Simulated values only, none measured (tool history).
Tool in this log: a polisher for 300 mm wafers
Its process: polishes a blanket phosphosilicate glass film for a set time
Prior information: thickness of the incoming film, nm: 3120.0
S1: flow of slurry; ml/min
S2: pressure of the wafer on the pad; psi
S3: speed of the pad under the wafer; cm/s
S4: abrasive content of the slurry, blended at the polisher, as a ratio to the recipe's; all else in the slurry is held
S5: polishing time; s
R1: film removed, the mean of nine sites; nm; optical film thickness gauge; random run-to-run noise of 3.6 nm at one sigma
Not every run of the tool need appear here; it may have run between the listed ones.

run	hour	S1	S2	S3	S4	S5	R1
1	0	215	2.2	128	1	44	303.96
2	7.9	225	2.5	128	1	44	337.32
3	15.6	225	2.8	130	1	44	375.03
4	20.7	225	3	132	1	44	401.44
5	22.7	195	3	132	1	44	390.91
6	23.9	195	3	132	1.15	44	413.86
7	28.8	220	3.1	132	1.15	44	432.89
8	32.3	235	3.2	132	1.15	44	448.07

Run 9 has not been measured yet. What should we expect?
9	38	240	3.3	132	1.15	44	?

Run 9 measured R1 459.92 nm.
